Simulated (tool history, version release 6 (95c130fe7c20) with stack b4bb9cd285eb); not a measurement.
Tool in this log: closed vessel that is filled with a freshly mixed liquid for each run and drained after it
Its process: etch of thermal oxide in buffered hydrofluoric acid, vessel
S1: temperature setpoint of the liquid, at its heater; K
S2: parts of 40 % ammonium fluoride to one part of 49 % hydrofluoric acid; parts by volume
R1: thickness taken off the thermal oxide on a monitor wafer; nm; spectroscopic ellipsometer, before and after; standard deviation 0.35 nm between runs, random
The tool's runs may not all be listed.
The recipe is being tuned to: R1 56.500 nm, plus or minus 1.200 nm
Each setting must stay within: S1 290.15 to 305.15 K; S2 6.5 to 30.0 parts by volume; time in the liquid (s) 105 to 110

Run 1, hour 0.0: S1 298.15 K, S2 19.5 parts by volume, time in the liquid (s) 105. Result: R1 64.862 nm.
Run 2, hour 2.3: S1 297.65 K, S2 19.5 parts by volume, time in the liquid (s) 105. Result: R1 63.502 nm.
Run 3, hour 10.8: S1 297.65 K, S2 19.5 parts by volume, time in the liquid (s) 105. Result: R1 63.150 nm.
Run 4, hour 19.1: S1 297.15 K, S2 19.5 parts by volume, time in the liquid (s) 105. Result: R1 61.225 nm.
Run 5, hour 27.4: S1 297.15 K, S2 19.5 parts by volume, time in the liquid (s) 110. Result: R1 64.343 nm.
Run 6, hour 32.2: S1 297.15 K, S2 19.5 parts by volume, time in the liquid (s) 110. Result: R1 65.026 nm.
Run 7, hour 34.6: S1 296.65 K, S2 19.5 parts by volume, time in the liquid (s) 110. Result: R1 61.796 nm.
Run 8, hour 36.8: S1 296.15 K, S2 19.5 parts by volume, time in the liquid (s) 110. Result: R1 60.836 nm.
Run 9, hour 45.9: S1 295.65 K, S2 19.5 parts by volume, time in the liquid (s) 110. Result: R1 59.215 nm.
Run 10, hour 47.2: S1 295.15 K, S2 19.5 parts by volume, time in the liquid (s) 110. Result: R1 57.736 nm.

Which one of the following 5 next-run settings gets every result inside its allowed miss? There is exactly one.
Run A, hour 48.5: S1 294.15 K, S2 19.5 parts by volume, time in the liquid (s) 110. Result: R1 ?.
Run B, hour 48.5: S1 294.65 K, S2 18.5 parts by volume, time in the liquid (s) 105. Result: R1 ?.
Run C, hour 48.5: S1 294.65 K, S2 21.0 parts by volume, time in the liquid (s) 110. Result: R1 ?.
Run D, hour 48.5: S1 294.65 K, S2 19.5 parts by volume, time in the liquid (s) 105. Result: R1 ?.
Run E, hour 48.5: S1 292.65 K, S2 18.0 parts by volume, time in the liquid (s) 110. Result: R1 ?.

move      R1
   A  54.305
   B  56.144
   C  52.660
   D  53.301
   E  54.034
A: carries the result that was furthest off beyond its target, to the other side
B: all results land within tolerance of their targets
C: carries the result that was furthest off beyond its target, to the other side
D: carries the result that was furthest off beyond its target, to the other side
E: carries the result that was furthest off beyond its target, to the other side
B meets every target.

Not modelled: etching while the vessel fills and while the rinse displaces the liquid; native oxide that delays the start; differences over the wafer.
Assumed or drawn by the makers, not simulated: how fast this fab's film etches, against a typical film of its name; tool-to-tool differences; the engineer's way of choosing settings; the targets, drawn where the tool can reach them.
